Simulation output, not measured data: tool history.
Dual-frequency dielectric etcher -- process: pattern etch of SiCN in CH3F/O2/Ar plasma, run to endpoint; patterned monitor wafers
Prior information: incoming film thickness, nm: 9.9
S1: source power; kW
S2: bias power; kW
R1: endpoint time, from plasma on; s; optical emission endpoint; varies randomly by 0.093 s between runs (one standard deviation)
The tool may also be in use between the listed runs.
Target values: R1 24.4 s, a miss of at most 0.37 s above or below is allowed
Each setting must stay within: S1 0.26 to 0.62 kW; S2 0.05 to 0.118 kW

run	hour	S1	S2	R1
1	0	0.44	0.084	26.048
2	7.3	0.46	0.084	25.647
3	15.4	0.47	0.084	25.464
4	22.6	0.47	0.091	25.026
5	24.6	0.4	0.091	26.017
6	32.4	0.4	0.077	27.35
7	39.9	0.43	0.078	26.45
8	48	0.52	0.08	25.049

Consider the 5 candidate settings below. Which is the only one whose results all fall within their allowed miss of target?
A	56.1	0.49	0.075	?
B	56.1	0.55	0.082	?
C	56.1	0.47	0.074	?
D	56.1	0.51	0.077	?
E	56.1	0.48	0.077	?

move	R1
A	25.997
B	24.52
C	26.418
D	25.509
E	25.986
A: its largest miss is bigger than the last run's
B: meets every target
C: its largest miss is bigger than the last run's
D: its largest miss is bigger than the last run's
E: its largest miss is bigger than the last run's
Go with B: it meets all targets.
